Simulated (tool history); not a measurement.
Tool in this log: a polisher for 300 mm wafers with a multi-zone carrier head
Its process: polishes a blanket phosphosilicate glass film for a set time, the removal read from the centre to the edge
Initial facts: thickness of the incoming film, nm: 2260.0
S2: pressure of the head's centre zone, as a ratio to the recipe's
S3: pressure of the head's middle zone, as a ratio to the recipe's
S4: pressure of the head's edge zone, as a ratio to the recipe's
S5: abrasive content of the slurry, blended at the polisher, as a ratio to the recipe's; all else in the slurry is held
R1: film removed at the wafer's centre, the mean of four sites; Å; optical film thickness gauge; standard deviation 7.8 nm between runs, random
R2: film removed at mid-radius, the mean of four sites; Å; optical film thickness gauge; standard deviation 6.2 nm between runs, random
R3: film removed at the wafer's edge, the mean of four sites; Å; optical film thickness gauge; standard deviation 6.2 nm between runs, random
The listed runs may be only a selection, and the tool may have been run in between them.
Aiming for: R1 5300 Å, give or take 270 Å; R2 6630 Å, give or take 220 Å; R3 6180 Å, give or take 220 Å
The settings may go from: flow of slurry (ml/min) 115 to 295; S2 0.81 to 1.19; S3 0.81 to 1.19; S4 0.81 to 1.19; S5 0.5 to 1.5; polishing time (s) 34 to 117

{"run": 1, "hour": 0.0, "flow of slurry (ml/min)": 190, "S2": 1, "S3": 1, "S4": 1, "S5": 1, "polishing time (s)": 75, "R1": 6430.3, "R2": 6655.1, "R3": 6751.1}
{"run": 2, "hour": 1.8, "flow of slurry (ml/min)": 190, "S2": 1.08, "S3": 1, "S4": 1, "S5": 1, "polishing time (s)": 75, "R1": 7097.8, "R2": 6611.9, "R3": 6687.6}
{"run": 3, "hour": 10.1, "flow of slurry (ml/min)": 185, "S2": 1.05, "S3": 1.01, "S4": 0.99, "S5": 1, "polishing time (s)": 75, "R1": 6810, "R2": 6618.1, "R3": 6689.5}
{"run": 4, "hour": 16.6, "flow of slurry (ml/min)": 180, "S2": 1.02, "S3": 1.02, "S4": 0.97, "S5": 1, "polishing time (s)": 75, "R1": 6737.3, "R2": 6680.4, "R3": 6608.7}
{"run": 5, "hour": 23.4, "flow of slurry (ml/min)": 180, "S2": 1.02, "S3": 1.08, "S4": 0.97, "S5": 1, "polishing time (s)": 75, "R1": 6625.9, "R2": 7045.2, "R3": 6519.7}
{"run": 6, "hour": 25.2, "flow of slurry (ml/min)": 175, "S2": 0.99, "S3": 1.08, "S4": 0.97, "S5": 1, "polishing time (s)": 75, "R1": 6187.8, "R2": 7080, "R3": 6617.2}
{"run": 7, "hour": 30.7, "flow of slurry (ml/min)": 170, "S2": 0.98, "S3": 1.08, "S4": 0.96, "S5": 1, "polishing time (s)": 75, "R1": 6201.9, "R2": 6872.1, "R3": 6552.1}
{"run": 8, "hour": 34.2, "flow of slurry (ml/min)": 150, "S2": 0.88, "S3": 1.15, "S4": 0.95, "S5": 0.9, "polishing time (s)": 75, "R1": 5070.5, "R2": 6895.6, "R3": 6091.9}

Pick the move, out of 4, that brings all results within their allowed miss; only one does.
{"run": "A", "hour": 37.7, "flow of slurry (ml/min)": 145, "S2": 0.91, "S3": 1.02, "S4": 1, "S5": 0.9, "polishing time (s)": 75, "R1": "?", "R2": "?", "R3": "?"}
{"run": "B", "hour": 37.7, "flow of slurry (ml/min)": 115, "S2": 0.81, "S3": 1.11, "S4": 0.96, "S5": 0.95, "polishing time (s)": 78, "R1": "?", "R2": "?", "R3": "?"}
{"run": "C", "hour": 37.7, "flow of slurry (ml/min)": 150, "S2": 0.89, "S3": 1.15, "S4": 0.97, "S5": 1, "polishing time (s)": 77, "R1": "?", "R2": "?", "R3": "?"}
{"run": "D", "hour": 37.7, "flow of slurry (ml/min)": 185, "S2": 0.87, "S3": 1.06, "S4": 0.95, "S5": 1, "polishing time (s)": 71, "R1": "?", "R2": "?", "R3": "?"}

move=A R1=5215.1 R2=6182.4 R3=6148.7
move=B R1=4631.5 R2=6692.5 R3=6176.6
move=C R1=5588.1 R2=7492.8 R3=6601.4
move=D R1=5269.1 R2=6712.6 R3=6215.8
A: pushes the last run's worst result past its target
B: brings the last run's worst result on target, with another outside its allowed miss
C: its largest miss is bigger than the last run's
D: all results land within tolerance of their targets
Correct choice: D, which meets every target
